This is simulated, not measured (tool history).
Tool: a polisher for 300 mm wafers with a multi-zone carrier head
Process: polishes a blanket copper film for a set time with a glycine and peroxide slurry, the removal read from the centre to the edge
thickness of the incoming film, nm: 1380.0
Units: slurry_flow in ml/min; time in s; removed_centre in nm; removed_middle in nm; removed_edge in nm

run 1 hour=0.0 | slurry_flow=140 centre_zone=1.00 middle_zone=1.00 edge_zone=1.00 time=31 | removed_centre=248.540 removed_middle=250.500 removed_edge=250.530
run 2 hour=8.3 | slurry_flow=125 centre_zone=0.96 middle_zone=0.98 edge_zone=0.95 time=27 | removed_centre=204.780 removed_middle=204.780 removed_edge=210.950
run 3 hour=10.6 | slurry_flow=125 centre_zone=0.96 middle_zone=0.98 edge_zone=0.95 time=19 | removed_centre=145.950 removed_middle=146.550 removed_edge=147.380
run 4 hour=13.9 | slurry_flow=125 centre_zone=0.96 middle_zone=0.94 edge_zone=0.95 time=19 | removed_centre=145.080 removed_middle=143.250 removed_edge=149.130
run 5 hour=16.2 | slurry_flow=125 centre_zone=0.89 middle_zone=0.94 edge_zone=0.95 time=19 | removed_centre=135.020 removed_middle=143.960 removed_edge=147.320
run 6 hour=22.5 | slurry_flow=125 centre_zone=0.83 middle_zone=0.94 edge_zone=0.95 time=19 | removed_centre=126.550 removed_middle=144.320 removed_edge=147.020
run 7 hour=31.4 | slurry_flow=85 centre_zone=0.90 middle_zone=1.01 edge_zone=0.85 time=14 | removed_centre=89.143 removed_middle=99.536 removed_edge=97.209
run 8 hour=39.8 | slurry_flow=100 centre_zone=0.90 middle_zone=1.02 edge_zone=0.85 time=14 | removed_centre=93.498 removed_middle=105.200 removed_edge=100.610
run 9 hour=47.1 | slurry_flow=140 centre_zone=0.92 middle_zone=1.05 edge_zone=0.87 time=14 | removed_centre=104.330 removed_middle=117.990 removed_edge=106.480
run 10 hour=50.8 | slurry_flow=145 centre_zone=0.92 middle_zone=1.04 edge_zone=0.87 time=14 | removed_centre=104.730 removed_middle=117.050 removed_edge=106.730
run 11 hour=58.2 | slurry_flow=150 centre_zone=0.92 middle_zone=1.04 edge_zone=0.88 time=14 | removed_centre=106.250 removed_middle=120.450 removed_edge=106.450
run 12 hour=62.0 | slurry_flow=155 centre_zone=0.91 middle_zone=1.01 edge_zone=0.95 time=15 | removed_centre=113.800 removed_middle=126.870 removed_edge=120.710
run 13 hour=70.1 | slurry_flow=150 centre_zone=0.91 middle_zone=1.02 edge_zone=0.94 time=15 | removed_centre=112.950 removed_middle=121.830 removed_edge=121.080
run 14 hour=75.9 | slurry_flow=150 centre_zone=0.91 middle_zone=1.03 edge_zone=0.92 time=15 | removed_centre=111.600 removed_middle=125.600 removed_edge=118.640
run 15 hour=78.4 | slurry_flow=145 centre_zone=0.91 middle_zone=1.04 edge_zone=0.91 time=15 | removed_centre=111.390 removed_middle=128.520 removed_edge=116.270
run 16 hour=84.2 | slurry_flow=140 centre_zone=0.91 middle_zone=1.04 edge_zone=0.90 time=15 | removed_centre=111.380 removed_middle=129.680 removed_edge=116.950

The next listed run, before its measurement:
run 17 hour=90.9 | slurry_flow=140 centre_zone=0.91 middle_zone=1.04 edge_zone=0.89 time=15 | removed_centre=? removed_middle=? removed_edge=?

removed_centre: 113.310 nm
removed_middle: 126.950 nm
removed_edge: 115.710 nm

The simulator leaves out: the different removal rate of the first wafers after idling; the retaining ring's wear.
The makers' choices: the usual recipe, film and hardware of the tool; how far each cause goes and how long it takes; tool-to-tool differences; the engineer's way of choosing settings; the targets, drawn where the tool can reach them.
